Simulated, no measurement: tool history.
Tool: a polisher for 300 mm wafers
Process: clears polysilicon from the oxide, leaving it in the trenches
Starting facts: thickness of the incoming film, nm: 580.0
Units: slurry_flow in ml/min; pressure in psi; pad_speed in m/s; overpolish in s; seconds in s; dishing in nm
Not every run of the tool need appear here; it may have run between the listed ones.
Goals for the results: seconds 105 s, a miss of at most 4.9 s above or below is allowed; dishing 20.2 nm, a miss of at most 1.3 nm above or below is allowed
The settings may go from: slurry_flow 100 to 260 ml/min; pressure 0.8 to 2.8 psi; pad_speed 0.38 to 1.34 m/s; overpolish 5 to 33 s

run	hour	slurry_flow	pressure	pad_speed	overpolish	seconds	dishing
1	0	165	1.8	0.86	17	63.198	36.958
2	2.5	165	1.8	1	17	54.799	36.094
3	8.8	165	1.8	1	14	55.133	35.988
4	13.7	165	1.8	0.82	14	63.698	35.885
5	20.9	145	1.5	0.86	11	75.473	33.478
6	26.9	130	1.3	0.9	9	86.372	30.435
7	29.2	120	1.1	0.96	8	95.231	27.177
8	30	100	0.8	1.14	5	113.01	18.855
9	34.2	110	0.8	1.14	5	111.37	19.498
10	43	115	0.8	1.14	5	114.55	18.591

Exactly one of the 4 candidate moves below puts every result within its allowed miss. Which one?
A	51.8	135	0.8	1.22	5	?	?
B	51.8	115	0.8	1.04	6	?	?
C	51.8	115	1	1.14	6	?	?
D	51.8	120	0.9	1.08	6	?	?

move	seconds	dishing
A	104.21	20.75
B	121.27	21.166
C	90.954	25.131
D	104.74	23.18
A: all results land within tolerance of their targets
B: misses by more than the last run did
C: takes the biggest miss from the last run beyond its target
D: gets the furthest-off result to its target, but another result is out of tolerance
A is the move that brings every result within its allowed miss.
